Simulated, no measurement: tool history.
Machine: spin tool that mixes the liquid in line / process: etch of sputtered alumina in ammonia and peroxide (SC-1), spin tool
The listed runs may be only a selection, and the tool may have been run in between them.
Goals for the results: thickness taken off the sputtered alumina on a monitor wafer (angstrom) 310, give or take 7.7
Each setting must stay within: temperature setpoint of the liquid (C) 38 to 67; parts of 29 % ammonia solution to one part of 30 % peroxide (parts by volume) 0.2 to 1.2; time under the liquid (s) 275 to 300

| run | hour | temperature setpoint of the liquid (C) | parts of 29 % ammonia solution to one part of 30 % peroxide (parts by volume) | time under the liquid (s) | thickness taken off the sputtered alumina on a monitor wafer (angstrom) |
|---|---|---|---|---|---|
| 1 | 0 | 51 | 0.75 | 275 | 187.12 |
| 2 | 6.7 | 51 | 0.75 | 300 | 200.94 |
| 3 | 10.8 | 57.5 | 0.75 | 300 | 285.96 |
| 4 | 14.4 | 63.5 | 0.75 | 300 | 390.05 |
| 5 | 19.2 | 63 | 0.75 | 300 | 377.4 |
| 6 | 21 | 63 | 0.75 | 275 | 348.76 |
| 7 | 25.7 | 62.5 | 0.75 | 275 | 337.39 |
| 8 | 26.8 | 61.5 | 0.75 | 275 | 319.03 |

Consider the 4 candidate settings below. Which is the only one whose results all fall within their allowed miss of target?
| A | 27.9 | 60.5 | 0.9 | 275 | ? |
| B | 27.9 | 62.5 | 0.55 | 275 | ? |
| C | 27.9 | 61.5 | 0.9 | 275 | ? |
| D | 27.9 | 61.5 | 0.85 | 275 | ? |

| move | thickness taken off the sputtered alumina on a monitor wafer (angstrom) |
|---|---|
| A | 312.11 |
| B | 329.76 |
| C | 328.44 |
| D | 326.66 |
A: hits every target within its allowed miss
B: misses by more than the last run did
C: misses by more than the last run did
D: misses by more than the last run did
The move that meets every target is A.
